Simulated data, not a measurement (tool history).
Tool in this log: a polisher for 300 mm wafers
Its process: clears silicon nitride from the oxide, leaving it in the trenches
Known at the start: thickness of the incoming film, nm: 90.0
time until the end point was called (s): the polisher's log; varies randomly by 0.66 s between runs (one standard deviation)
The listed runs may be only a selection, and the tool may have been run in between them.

run  hour  flow of slurry (ml/min)  pressure of the wafer on the pad (kPa)  speed of the pad under the wafer (cm/s)  overpolish time after the end point (s)  time until the end point was called (s)
  1     0                      255                                    20.7                                       80                                       45                                   122.56
  2   5.6                      255                                    22.1                                       80                                       45                                   113.99
  3   8.3                      255                                    22.8                                       80                                       45                                    110.5
  4  10.8                      255                                    23.4                                       80                                       45                                   108.17
  5  12.9                      255                                    23.4                                       80                                       45                                   108.11
  6    15                      255                                    26.9                                       80                                       45                                   93.446
  7    23                      255                                    27.6                                       80                                       45                                   92.795
  8  27.7                      255                                    28.3                                       80                                       45                                   89.472

For run 9, what comes out?
  9  30.1                      265                                    31.7                                       80                                       45                                        ?

{"run 9": {"time until the end point was called (s)": 80.332}}

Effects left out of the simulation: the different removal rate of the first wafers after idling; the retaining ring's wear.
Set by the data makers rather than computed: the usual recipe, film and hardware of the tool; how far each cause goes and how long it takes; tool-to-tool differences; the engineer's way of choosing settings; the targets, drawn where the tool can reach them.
